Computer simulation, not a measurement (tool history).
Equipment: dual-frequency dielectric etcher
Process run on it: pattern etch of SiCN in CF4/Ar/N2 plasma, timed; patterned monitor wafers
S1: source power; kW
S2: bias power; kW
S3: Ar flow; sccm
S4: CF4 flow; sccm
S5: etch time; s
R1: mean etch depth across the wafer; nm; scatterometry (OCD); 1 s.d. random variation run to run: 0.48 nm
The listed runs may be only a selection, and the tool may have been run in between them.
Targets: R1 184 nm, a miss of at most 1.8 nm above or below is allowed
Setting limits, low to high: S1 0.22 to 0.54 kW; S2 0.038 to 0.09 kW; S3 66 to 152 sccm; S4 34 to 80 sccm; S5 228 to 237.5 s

{"run": 1, "hour": 0.0, "S1": 0.38, "S2": 0.064, "S3": 109, "S4": 57, "S5": 228, "R1": 158.79}
{"run": 2, "hour": 5.8, "S1": 0.38, "S2": 0.064, "S3": 126, "S4": 57, "S5": 228, "R1": 154.54}
{"run": 3, "hour": 7.8, "S1": 0.38, "S2": 0.064, "S3": 126, "S4": 57, "S5": 237.5, "R1": 160.6}
{"run": 4, "hour": 8.4, "S1": 0.38, "S2": 0.064, "S3": 126, "S4": 51, "S5": 237.5, "R1": 158.09}
{"run": 5, "hour": 14.6, "S1": 0.31, "S2": 0.064, "S3": 126, "S4": 51, "S5": 237.5, "R1": 134.78}
{"run": 6, "hour": 21.1, "S1": 0.31, "S2": 0.064, "S3": 113, "S4": 51, "S5": 237.5, "R1": 137.33}
{"run": 7, "hour": 24.0, "S1": 0.39, "S2": 0.065, "S3": 113, "S4": 51, "S5": 237.5, "R1": 165.64}
{"run": 8, "hour": 30.1, "S1": 0.4, "S2": 0.065, "S3": 113, "S4": 51, "S5": 237.5, "R1": 169.69}
{"run": 9, "hour": 35.8, "S1": 0.41, "S2": 0.065, "S3": 113, "S4": 51, "S5": 237.5, "R1": 173.24}
{"run": 10, "hour": 43.6, "S1": 0.42, "S2": 0.065, "S3": 113, "S4": 51, "S5": 237.5, "R1": 176.22}
{"run": 11, "hour": 51.1, "S1": 0.43, "S2": 0.065, "S3": 113, "S4": 51, "S5": 237.5, "R1": 179.24}

5 next moves are on the table. One of them brings every result within its allowed miss. Which?
{"run": "A", "hour": 58.6, "S1": 0.47, "S2": 0.061, "S3": 102, "S4": 45, "S5": 228, "R1": "?"}
{"run": "B", "hour": 58.6, "S1": 0.43, "S2": 0.06, "S3": 110, "S4": 57, "S5": 228, "R1": "?"}
{"run": "C", "hour": 58.6, "S1": 0.41, "S2": 0.07, "S3": 113, "S4": 47, "S5": 233.5, "R1": "?"}
{"run": "D", "hour": 58.6, "S1": 0.47, "S2": 0.061, "S3": 120, "S4": 45, "S5": 231.5, "R1": "?"}
{"run": "E", "hour": 58.6, "S1": 0.45, "S2": 0.06, "S3": 94, "S4": 50, "S5": 237, "R1": "?"}

move=A R1=183.31
move=B R1=171.84
move=C R1=172.34
move=D R1=179.83
move=E R1=188.5
A: all results in spec
B: lands further from the targets than the last run did
C: lands further from the targets than the last run did
D: closes in on the targets versus the last run, not all within tolerance yet
E: takes the biggest miss from the last run beyond its target
Go with A: it meets all targets.
